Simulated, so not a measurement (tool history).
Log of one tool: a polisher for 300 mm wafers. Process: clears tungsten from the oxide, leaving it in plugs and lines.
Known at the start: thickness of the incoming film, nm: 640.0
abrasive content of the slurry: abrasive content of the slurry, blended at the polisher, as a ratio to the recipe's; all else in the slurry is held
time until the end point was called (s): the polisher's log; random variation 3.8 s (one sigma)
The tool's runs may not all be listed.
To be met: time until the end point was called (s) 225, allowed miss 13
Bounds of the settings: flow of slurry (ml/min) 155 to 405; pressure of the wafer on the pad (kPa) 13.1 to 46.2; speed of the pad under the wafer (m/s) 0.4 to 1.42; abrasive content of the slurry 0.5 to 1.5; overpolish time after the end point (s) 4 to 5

run,hour,flow of slurry (ml/min),pressure of the wafer on the pad (kPa),speed of the pad under the wafer (m/s),abrasive content of the slurry,overpolish time after the end point (s),time until the end point was called (s)
1,0,260,29.6,0.9,1,5,107.86
2,8.2,260,29.6,0.9,0.9,5,116.32
3,10.5,260,24.1,0.9,0.9,5,138.07
4,15.2,260,24.1,0.9,1.05,5,133.78
5,16.2,225,24.1,0.9,1.05,5,134.19
6,18.4,275,24.1,0.9,1.05,5,131.85
7,25.3,275,22.8,0.88,1.05,5,140.52
8,32.7,275,21.4,0.86,1.05,5,156.66
9,33.6,275,13.1,0.82,1.05,5,260.72

Which of these 4 next moves meets every target?
A,34.5,220,14.5,0.7,1.2,5,?
B,34.5,250,15.2,1,1.1,5,?
C,34.5,280,13.1,0.82,1.05,5,?
D,34.5,270,16.5,0.76,0.9,4,?

move,time until the end point was called (s)
A,272.28
B,184.94
C,256.55
D,229.57
A: further off than the last run
B: takes the result that was furthest off past its target
C: nearer than the last run, and not there yet
D: meets every target
The right move is D.
